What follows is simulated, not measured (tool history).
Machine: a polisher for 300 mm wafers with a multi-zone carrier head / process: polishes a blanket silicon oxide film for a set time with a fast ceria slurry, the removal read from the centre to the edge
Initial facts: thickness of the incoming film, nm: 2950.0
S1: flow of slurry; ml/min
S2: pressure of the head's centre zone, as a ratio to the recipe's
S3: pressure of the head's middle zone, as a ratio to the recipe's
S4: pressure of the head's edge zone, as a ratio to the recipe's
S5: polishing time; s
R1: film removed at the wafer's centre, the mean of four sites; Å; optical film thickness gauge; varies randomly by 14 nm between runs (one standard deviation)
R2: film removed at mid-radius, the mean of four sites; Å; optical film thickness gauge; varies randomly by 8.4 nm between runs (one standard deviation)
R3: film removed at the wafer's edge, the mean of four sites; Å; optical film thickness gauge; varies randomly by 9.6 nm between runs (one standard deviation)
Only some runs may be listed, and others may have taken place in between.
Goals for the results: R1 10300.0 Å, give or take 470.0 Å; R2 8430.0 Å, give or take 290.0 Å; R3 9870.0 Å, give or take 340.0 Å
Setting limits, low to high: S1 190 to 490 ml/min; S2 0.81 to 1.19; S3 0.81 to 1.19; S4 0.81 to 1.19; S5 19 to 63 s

{"run": 1, "hour": 0.0, "S1": 315, "S2": 1.0, "S3": 1.0, "S4": 1.0, "S5": 41, "R1": 6706.4, "R2": 6745.2, "R3": 6953.1}
{"run": 2, "hour": 3.8, "S1": 315, "S2": 1.0, "S3": 0.96, "S4": 1.0, "S5": 41, "R1": 6703.5, "R2": 6494.2, "R3": 6899.8}
{"run": 3, "hour": 7.3, "S1": 315, "S2": 1.0, "S3": 1.02, "S4": 1.0, "S5": 41, "R1": 6816.6, "R2": 6780.7, "R3": 7036.7}
{"run": 4, "hour": 13.8, "S1": 315, "S2": 1.0, "S3": 0.98, "S4": 1.0, "S5": 41, "R1": 6775.2, "R2": 6663.7, "R3": 6916.2}
{"run": 5, "hour": 22.3, "S1": 315, "S2": 1.0, "S3": 1.06, "S4": 1.0, "S5": 41, "R1": 6793.8, "R2": 6972.8, "R3": 6854.1}
{"run": 6, "hour": 27.0, "S1": 320, "S2": 1.03, "S3": 1.03, "S4": 1.03, "S5": 44, "R1": 7597.8, "R2": 7282.2, "R3": 7449.5}
{"run": 7, "hour": 31.0, "S1": 320, "S2": 1.04, "S3": 1.0, "S4": 1.06, "S5": 46, "R1": 7980.1, "R2": 7448.0, "R3": 8036.0}
{"run": 8, "hour": 36.3, "S1": 320, "S2": 1.06, "S3": 1.0, "S4": 1.08, "S5": 48, "R1": 8499.4, "R2": 8028.3, "R3": 8415.8}
{"run": 9, "hour": 42.5, "S1": 325, "S2": 1.08, "S3": 0.97, "S4": 1.1, "S5": 49, "R1": 8853.5, "R2": 7870.6, "R3": 8641.1}
{"run": 10, "hour": 47.9, "S1": 325, "S2": 1.09, "S3": 0.96, "S4": 1.12, "S5": 50, "R1": 9109.7, "R2": 7971.9, "R3": 8932.9}

5 next moves are on the table. One of them brings every result within its allowed miss. Which?
{"run": "A", "hour": 53.3, "S1": 350, "S2": 1.19, "S3": 0.87, "S4": 1.09, "S5": 56, "R1": "?", "R2": "?", "R3": "?"}
{"run": "B", "hour": 53.3, "S1": 325, "S2": 1.07, "S3": 1.09, "S4": 1.05, "S5": 52, "R1": "?", "R2": "?", "R3": "?"}
{"run": "C", "hour": 53.3, "S1": 365, "S2": 1.12, "S3": 0.89, "S4": 1.14, "S5": 54, "R1": "?", "R2": "?", "R3": "?"}
{"run": "D", "hour": 53.3, "S1": 345, "S2": 1.04, "S3": 1.03, "S4": 1.14, "S5": 54, "R1": "?", "R2": "?", "R3": "?"}
{"run": "E", "hour": 53.3, "S1": 325, "S2": 1.19, "S3": 0.86, "S4": 1.15, "S5": 51, "R1": "?", "R2": "?", "R3": "?"}

move=A R1=11142.0 R2=8637.1 R3=9962.2
move=B R1=9234.6 R2=9127.1 R3=9029.0
move=C R1=10150.0 R2=8472.4 R3=9832.1
move=D R1=9374.7 R2=9202.8 R3=9781.0
move=E R1=10068.0 R2=7759.1 R3=9249.9
A: the worst result of the last run now meets its target, but another is out of spec
B: moves toward the targets from the last run without getting all of them in spec
C: hits every target within its allowed miss
D: the worst result of the last run now meets its target, but another is out of spec
E: moves toward the targets from the last run without getting all of them in spec
Answer: C
